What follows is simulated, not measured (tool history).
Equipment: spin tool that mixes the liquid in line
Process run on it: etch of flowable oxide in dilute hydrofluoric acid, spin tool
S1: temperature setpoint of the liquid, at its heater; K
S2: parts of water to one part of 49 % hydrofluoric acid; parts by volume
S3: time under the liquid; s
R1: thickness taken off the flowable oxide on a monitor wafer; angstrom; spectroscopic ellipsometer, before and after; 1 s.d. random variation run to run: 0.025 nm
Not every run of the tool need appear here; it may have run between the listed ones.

Run 1, hour 0: S1 294.15 K, S2 285 parts by volume, S3 30 s. Result: R1 22.371 angstrom.
Run 2, hour 6.4: S1 294.15 K, S2 200 parts by volume, S3 30 s. Result: R1 34.53 angstrom.
Run 3, hour 12.7: S1 296.65 K, S2 200 parts by volume, S3 30 s. Result: R1 38.078 angstrom.
Run 4, hour 17: S1 293.15 K, S2 200 parts by volume, S3 30 s. Result: R1 33.379 angstrom.
Run 5, hour 18.7: S1 290.65 K, S2 200 parts by volume, S3 30 s. Result: R1 30.344 angstrom.
Run 6, hour 27.7: S1 294.15 K, S2 200 parts by volume, S3 30 s. Result: R1 34.749 angstrom.
Run 7, hour 32.9: S1 296.15 K, S2 200 parts by volume, S3 30 s. Result: R1 37.387 angstrom.
Run 8, hour 37.2: S1 297.65 K, S2 200 parts by volume, S3 30 s. Result: R1 39.867 angstrom.
Run 9, hour 41.3: S1 298.65 K, S2 200 parts by volume, S3 30 s. Result: R1 40.681 angstrom.

Run 10 is up next; what results do you expect?
Run 10, hour 49.6: S1 299.65 K, S2 200 parts by volume, S3 30 s. Result: R1 ?.

R1: 42.192 angstrom

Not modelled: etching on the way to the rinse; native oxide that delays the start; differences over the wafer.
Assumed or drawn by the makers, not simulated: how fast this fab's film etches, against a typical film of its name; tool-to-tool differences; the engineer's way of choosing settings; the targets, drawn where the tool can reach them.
